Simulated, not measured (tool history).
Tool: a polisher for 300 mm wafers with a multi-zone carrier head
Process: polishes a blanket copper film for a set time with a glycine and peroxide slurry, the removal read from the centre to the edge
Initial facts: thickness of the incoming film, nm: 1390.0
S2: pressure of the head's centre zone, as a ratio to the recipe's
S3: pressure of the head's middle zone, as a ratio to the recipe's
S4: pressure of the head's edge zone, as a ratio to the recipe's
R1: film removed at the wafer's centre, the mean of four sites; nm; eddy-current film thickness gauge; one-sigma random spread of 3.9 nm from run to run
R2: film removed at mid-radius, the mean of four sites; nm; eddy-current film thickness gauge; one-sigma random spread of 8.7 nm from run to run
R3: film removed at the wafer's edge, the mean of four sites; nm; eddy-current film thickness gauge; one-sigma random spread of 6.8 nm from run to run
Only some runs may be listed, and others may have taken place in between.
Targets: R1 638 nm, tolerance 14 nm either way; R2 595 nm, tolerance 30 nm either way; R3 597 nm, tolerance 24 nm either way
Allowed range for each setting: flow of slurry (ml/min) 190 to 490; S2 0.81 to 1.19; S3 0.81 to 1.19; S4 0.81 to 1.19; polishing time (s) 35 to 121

{"run": 1, "hour": 0.0, "flow of slurry (ml/min)": 315, "S2": 1, "S3": 1, "S4": 1, "polishing time (s)": 78, "R1": 426.74, "R2": 425.74, "R3": 430.39}
{"run": 2, "hour": 7.1, "flow of slurry (ml/min)": 315, "S2": 1, "S3": 1.07, "S4": 1, "polishing time (s)": 78, "R1": 424.62, "R2": 461.71, "R3": 430.45}
{"run": 3, "hour": 15.7, "flow of slurry (ml/min)": 315, "S2": 1, "S3": 1.07, "S4": 0.96, "polishing time (s)": 78, "R1": 427.33, "R2": 454.71, "R3": 421.66}
{"run": 4, "hour": 16.5, "flow of slurry (ml/min)": 315, "S2": 1, "S3": 1.13, "S4": 0.96, "polishing time (s)": 78, "R1": 428.36, "R2": 483.35, "R3": 416.08}
{"run": 5, "hour": 23.6, "flow of slurry (ml/min)": 250, "S2": 1, "S3": 1.13, "S4": 0.96, "polishing time (s)": 78, "R1": 416.09, "R2": 461.63, "R3": 412.05}
{"run": 6, "hour": 25.4, "flow of slurry (ml/min)": 255, "S2": 1.02, "S3": 1.12, "S4": 0.99, "polishing time (s)": 81, "R1": 441.64, "R2": 479.96, "R3": 432.07}
{"run": 7, "hour": 29.0, "flow of slurry (ml/min)": 275, "S2": 1.12, "S3": 1.02, "S4": 1.09, "polishing time (s)": 103, "R1": 604.89, "R2": 576.6, "R3": 583.79}
{"run": 8, "hour": 31.3, "flow of slurry (ml/min)": 280, "S2": 1.12, "S3": 1.02, "S4": 1.09, "polishing time (s)": 103, "R1": 620.9, "R2": 556.8, "R3": 576.48}

Below are 5 possible settings for the next run. Only one of them brings all results inside the allowed miss of their targets. Which is it?
{"run": "A", "hour": 33.6, "flow of slurry (ml/min)": 200, "S2": 1.07, "S3": 1.06, "S4": 1.07, "polishing time (s)": 110, "R1": "?", "R2": "?", "R3": "?"}
{"run": "B", "hour": 33.6, "flow of slurry (ml/min)": 285, "S2": 1.06, "S3": 1.03, "S4": 1.1, "polishing time (s)": 108, "R1": "?", "R2": "?", "R3": "?"}
{"run": "C", "hour": 33.6, "flow of slurry (ml/min)": 370, "S2": 1.09, "S3": 0.99, "S4": 1.02, "polishing time (s)": 106, "R1": "?", "R2": "?", "R3": "?"}
{"run": "D", "hour": 33.6, "flow of slurry (ml/min)": 295, "S2": 1.19, "S3": 1.02, "S4": 1.15, "polishing time (s)": 95, "R1": "?", "R2": "?", "R3": "?"}
{"run": "E", "hour": 33.6, "flow of slurry (ml/min)": 305, "S2": 1.12, "S3": 0.92, "S4": 1.19, "polishing time (s)": 106, "R1": "?", "R2": "?", "R3": "?"}

move=A R1=595.54 R2=583.36 R3=585.99
move=B R1=613.71 R2=588.23 R3=604.44
move=C R1=634.64 R2=572.91 R3=588.2
move=D R1=599.27 R2=514.83 R3=542.82
move=E R1=636.41 R2=528.8 R3=616.65
A: the worst result of the last run now meets its target, but another is out of spec
B: the worst result of the last run now meets its target, but another is out of spec
C: in spec on every target
D: moves away from the targets compared with the last run
E: moves away from the targets compared with the last run
Move C is the one to make.
